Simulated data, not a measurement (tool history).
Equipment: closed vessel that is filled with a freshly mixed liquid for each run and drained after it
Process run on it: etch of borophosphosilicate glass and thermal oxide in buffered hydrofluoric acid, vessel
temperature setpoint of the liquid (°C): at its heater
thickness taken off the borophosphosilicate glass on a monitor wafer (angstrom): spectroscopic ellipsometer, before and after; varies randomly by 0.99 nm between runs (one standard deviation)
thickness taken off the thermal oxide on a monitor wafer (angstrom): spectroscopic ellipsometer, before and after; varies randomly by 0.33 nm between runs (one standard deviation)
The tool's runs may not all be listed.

run  hour  temperature setpoint of the liquid (°C)  parts of 40 % ammonium fluoride to one part of 49 % hydrofluoric acid (parts by volume)  time in the liquid (s)  thickness taken off the borophosphosilicate glass on a monitor wafer (angstrom)  thickness taken off the thermal oxide on a monitor wafer (angstrom)
  1     0                                       23                                                                                        8                      60                                                                           2152.4                                                               783.29
  2   8.7                                       22                                                                                      8.5                      60                                                                           1918.2                                                               686.58
  3  15.3                                     23.5                                                                                      8.5                      60                                                                           2044.4                                                               755.52
  4  22.8                                     22.5                                                                                        9                      60                                                                           1902.1                                                               692.85
  5  29.5                                     22.5                                                                                     10.5                      60                                                                           1637.3                                                               597.61
  6  35.4                                     21.5                                                                                       11                      60                                                                           1492.9                                                                543.7
  7    39                                       21                                                                                     11.5                      60                                                                             1367                                                               503.52

Forecast run 8:
  8  40.1                                     20.5                                                                                     11.5                      60                                                                                ?                                                                    ?

{"run 8": {"thickness taken off the borophosphosilicate glass on a monitor wafer (angstrom)": 1366.4, "thickness taken off the thermal oxide on a monitor wafer (angstrom)": 489.06}}

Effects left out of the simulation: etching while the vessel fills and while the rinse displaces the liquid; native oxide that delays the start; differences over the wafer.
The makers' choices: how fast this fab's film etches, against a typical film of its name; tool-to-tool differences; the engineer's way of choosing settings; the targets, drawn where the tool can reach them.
